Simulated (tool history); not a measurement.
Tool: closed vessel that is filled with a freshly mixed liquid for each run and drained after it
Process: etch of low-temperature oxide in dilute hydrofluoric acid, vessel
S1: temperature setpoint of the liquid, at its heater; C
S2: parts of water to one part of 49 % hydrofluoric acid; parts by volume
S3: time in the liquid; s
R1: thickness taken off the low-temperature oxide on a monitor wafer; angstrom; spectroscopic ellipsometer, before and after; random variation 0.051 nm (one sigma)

run,hour,S1,S2,S3,R1
1,0,21,285,40,21.505
2,7.8,21,285,40,21.265
3,15.3,22,265,40,24.29
4,20.6,22.5,245,40,27.205
5,27.9,23,230,40,30.254
6,30,23,230,40,30.106
7,31.6,23,230,40,30.079

Forecast run 8:
8,40.1,27,120,40,?

Run 8 gave R1 75.383 angstrom.
